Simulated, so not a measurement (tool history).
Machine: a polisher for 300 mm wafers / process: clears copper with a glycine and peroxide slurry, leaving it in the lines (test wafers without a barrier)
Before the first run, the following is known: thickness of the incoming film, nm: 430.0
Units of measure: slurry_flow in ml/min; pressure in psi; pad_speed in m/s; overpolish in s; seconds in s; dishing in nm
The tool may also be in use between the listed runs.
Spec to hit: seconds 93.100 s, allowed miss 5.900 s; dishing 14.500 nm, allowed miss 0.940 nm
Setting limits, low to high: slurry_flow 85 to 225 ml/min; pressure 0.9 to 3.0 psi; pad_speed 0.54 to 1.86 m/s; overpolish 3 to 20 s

run  hour  slurry_flow  pressure  pad_speed  overpolish  seconds  dishing
  1   0.0          145       1.9       1.18          10   82.882   35.375
  2   2.5          145       1.9       0.90          10  102.850   29.828
  3  10.0          145       2.3       0.90          10   88.903   33.174
  4  16.3          145       2.3       0.84           8   93.750   26.414
  5  20.0          145       2.6       0.84           8   86.044   28.590
  6  22.5          150       2.6       0.80           7   89.295   25.191
  7  31.3          170       2.6       0.74           6   92.173   21.247
  8  40.3          210       2.5       0.70           3   95.404   10.822
  9  46.4          200       2.5       0.70           3   95.927   10.532
 10  48.0          200       2.5       0.70           3   95.800   10.747
 11  56.4          190       2.5       0.70           3  100.020   10.906
 12  59.7          185       2.6       0.70           3   92.243   11.204
 13  64.9          190       2.5       0.72           7   95.735   24.038
 14  71.6          190       2.4       0.78           7   91.776   24.163
 15  74.1          180       2.3       0.82           7   91.772   24.176
 16  78.1          170       2.3       0.84           7   91.864   24.746
 17  84.5          210       1.9       0.84           3  103.500   10.102
 18  93.5          210       2.0       0.84           3   97.450   10.266
 19  94.4          210       2.1       0.84           3   93.872   10.822

Consider the 5 candidate settings below. Which is the only one whose results all fall within their allowed miss of target?
  A  95.3          205       2.0       0.80           5        ?        ?
  B  95.3          195       1.9       0.98           4        ?        ?
  C  95.3          220       2.2       0.66           6        ?        ?
  D  95.3          225       2.5       0.78           3        ?        ?
  E  95.3          220       2.0       0.70           6        ?        ?

move  seconds  dishing
   A  100.990   16.567
   B   90.755   14.836
   C  107.450   18.553
   D   86.274   11.937
   E  110.160   18.127
A: takes the biggest miss from the last run beyond its target
B: every result within its allowed miss
C: takes the biggest miss from the last run beyond its target
D: nearer the targets than the last run, but a result is still out of spec
E: takes the biggest miss from the last run beyond its target
The right move is B.

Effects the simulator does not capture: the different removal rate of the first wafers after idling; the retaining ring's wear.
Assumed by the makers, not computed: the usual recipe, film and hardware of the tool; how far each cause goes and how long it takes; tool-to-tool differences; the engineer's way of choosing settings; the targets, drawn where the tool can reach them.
